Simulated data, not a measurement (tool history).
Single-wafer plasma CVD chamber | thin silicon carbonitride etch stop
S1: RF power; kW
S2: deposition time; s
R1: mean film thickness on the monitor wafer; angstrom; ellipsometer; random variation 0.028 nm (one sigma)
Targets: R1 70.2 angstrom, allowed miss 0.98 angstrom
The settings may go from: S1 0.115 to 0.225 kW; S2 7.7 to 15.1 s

{"run": 1, "hour": 0.0, "S1": 0.17, "S2": 11.4, "R1": 62.223}
{"run": 2, "hour": 6.8, "S1": 0.16, "S2": 11.4, "R1": 60.138}
{"run": 3, "hour": 15.0, "S1": 0.16, "S2": 10.2, "R1": 53.377}
{"run": 4, "hour": 20.5, "S1": 0.16, "S2": 8.6, "R1": 45.43}
{"run": 5, "hour": 21.4, "S1": 0.14, "S2": 8.6, "R1": 42.657}
{"run": 6, "hour": 22.2, "S1": 0.15, "S2": 8.9, "R1": 45.641}
{"run": 7, "hour": 24.9, "S1": 0.155, "S2": 9.1, "R1": 47.525}
{"run": 8, "hour": 28.5, "S1": 0.16, "S2": 9.3, "R1": 49.071}
{"run": 9, "hour": 31.0, "S1": 0.165, "S2": 9.5, "R1": 50.408}
{"run": 10, "hour": 32.6, "S1": 0.17, "S2": 9.7, "R1": 52.985}
{"run": 11, "hour": 36.6, "S1": 0.175, "S2": 9.8, "R1": 53.571}
{"run": 12, "hour": 42.9, "S1": 0.175, "S2": 9.8, "R1": 54.009}
{"run": 13, "hour": 49.9, "S1": 0.18, "S2": 9.9, "R1": 54.992}
{"run": 14, "hour": 52.3, "S1": 0.185, "S2": 10, "R1": 56.467}
{"run": 15, "hour": 58.0, "S1": 0.19, "S2": 10.1, "R1": 57.824}
{"run": 16, "hour": 63.0, "S1": 0.195, "S2": 10.2, "R1": 58.872}
{"run": 17, "hour": 65.3, "S1": 0.2, "S2": 10.3, "R1": 60.477}
{"run": 18, "hour": 72.2, "S1": 0.2, "S2": 10.4, "R1": 60.811}
{"run": 19, "hour": 80.5, "S1": 0.2, "S2": 10.5, "R1": 60.961}
{"run": 20, "hour": 82.0, "S1": 0.2, "S2": 10.6, "R1": 62.164}
{"run": 21, "hour": 90.1, "S1": 0.2, "S2": 10.7, "R1": 62.035}
{"run": 22, "hour": 96.0, "S1": 0.2, "S2": 10.8, "R1": 62.747}
{"run": 23, "hour": 101.1, "S1": 0.2, "S2": 10.9, "R1": 63.487}
{"run": 24, "hour": 101.8, "S1": 0.215, "S2": 11.2, "R1": 67.357}

5 next moves are on the table. One of them brings every result within its allowed miss. Which?
{"run": "A", "hour": 102.5, "S1": 0.215, "S2": 12, "R1": "?"}
{"run": "B", "hour": 102.5, "S1": 0.2, "S2": 12.1, "R1": "?"}
{"run": "C", "hour": 102.5, "S1": 0.225, "S2": 11.9, "R1": "?"}
{"run": "D", "hour": 102.5, "S1": 0.225, "S2": 11.8, "R1": "?"}
{"run": "E", "hour": 102.5, "S1": 0.22, "S2": 11.3, "R1": "?"}

move=A R1=72.055
move=B R1=70.518
move=C R1=72.779
move=D R1=72.167
move=E R1=68.487
A: takes the result that was furthest off past its target
B: meets every target
C: takes the result that was furthest off past its target
D: takes the result that was furthest off past its target
E: nearer than the last run, and not there yet
Move B is the one to make.
